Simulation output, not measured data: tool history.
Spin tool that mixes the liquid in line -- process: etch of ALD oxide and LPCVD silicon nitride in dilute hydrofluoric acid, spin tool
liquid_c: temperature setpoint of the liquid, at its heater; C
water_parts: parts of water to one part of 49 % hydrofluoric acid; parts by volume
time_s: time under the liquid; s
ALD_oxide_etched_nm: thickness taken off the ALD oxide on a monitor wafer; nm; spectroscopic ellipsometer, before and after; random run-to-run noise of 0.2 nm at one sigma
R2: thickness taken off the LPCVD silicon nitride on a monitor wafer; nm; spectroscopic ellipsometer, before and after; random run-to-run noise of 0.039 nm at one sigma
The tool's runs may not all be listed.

Run 1, hour 0: liquid_c 26 C, water_parts 75 parts by volume, time_s 30 s. Result: ALD_oxide_etched_nm 9.574 nm, R2 0.21724 nm.
Run 2, hour 5.3: liquid_c 27.5 C, water_parts 65 parts by volume, time_s 30 s. Result: ALD_oxide_etched_nm 11.703 nm, R2 0.30498 nm.
Run 3, hour 11.1: liquid_c 27.5 C, water_parts 90 parts by volume, time_s 30 s. Result: ALD_oxide_etched_nm 8.2283 nm, R2 0.23936 nm.
Run 4, hour 12.9: liquid_c 27.5 C, water_parts 115 parts by volume, time_s 30 s. Result: ALD_oxide_etched_nm 6.1557 nm, R2 0.17662 nm.
Run 5, hour 21.1: liquid_c 27.5 C, water_parts 115 parts by volume, time_s 15 s. Result: ALD_oxide_etched_nm 3.0968 nm, R2 0.070265 nm.
Run 6, hour 29.1: liquid_c 27.5 C, water_parts 95 parts by volume, time_s 15 s. Result: ALD_oxide_etched_nm 3.8139 nm, R2 0.10328 nm.

Run 7 is up next; what results do you expect?
Run 7, hour 32.7: liquid_c 27.5 C, water_parts 65 parts by volume, time_s 30 s. Result: ALD_oxide_etched_nm ?, R2 ?.

Logged for run 7: ALD_oxide_etched_nm 11.645 nm, R2 0.29693 nm.

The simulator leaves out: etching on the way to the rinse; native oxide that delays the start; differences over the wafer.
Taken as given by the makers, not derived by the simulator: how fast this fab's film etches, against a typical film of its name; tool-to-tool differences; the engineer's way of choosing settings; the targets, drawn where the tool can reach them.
